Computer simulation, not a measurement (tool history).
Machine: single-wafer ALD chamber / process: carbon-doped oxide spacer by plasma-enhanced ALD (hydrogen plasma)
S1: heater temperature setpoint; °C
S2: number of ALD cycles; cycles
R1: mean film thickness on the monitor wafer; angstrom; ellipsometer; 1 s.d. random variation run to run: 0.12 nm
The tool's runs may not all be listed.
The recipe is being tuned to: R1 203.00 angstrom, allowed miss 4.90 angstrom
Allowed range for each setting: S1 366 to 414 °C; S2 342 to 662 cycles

run 1 hour=0.0 | S1=390 S2=502 | R1=249.92
run 2 hour=2.0 | S1=390 S2=535 | R1=264.58
run 3 hour=5.1 | S1=390 S2=485 | R1=243.22
run 4 hour=13.3 | S1=397 S2=485 | R1=244.53
run 5 hour=16.9 | S1=397 S2=449 | R1=225.02
run 6 hour=17.7 | S1=391 S2=449 | R1=223.85
run 7 hour=23.2 | S1=391 S2=433 | R1=216.77
run 8 hour=29.7 | S1=391 S2=422 | R1=210.44
run 9 hour=37.6 | S1=391 S2=416 | R1=205.93

Below are 5 possible settings for the next run. Only one of them brings all results inside the allowed miss of their targets. Which is it?
run A hour=45.5 | S1=397 S2=405 | R1=?
run B hour=45.5 | S1=387 S2=430 | R1=?
run C hour=45.5 | S1=388 S2=435 | R1=?
run D hour=45.5 | S1=388 S2=430 | R1=?
run E hour=45.5 | S1=410 S2=437 | R1=?

move=A R1=203.95
move=B R1=216.54
move=C R1=219.06
move=D R1=216.54
move=E R1=215.05
A: all results land within tolerance of their targets
B: misses by more than the last run did
C: misses by more than the last run did
D: misses by more than the last run did
E: misses by more than the last run did
Go with A: it meets all targets.
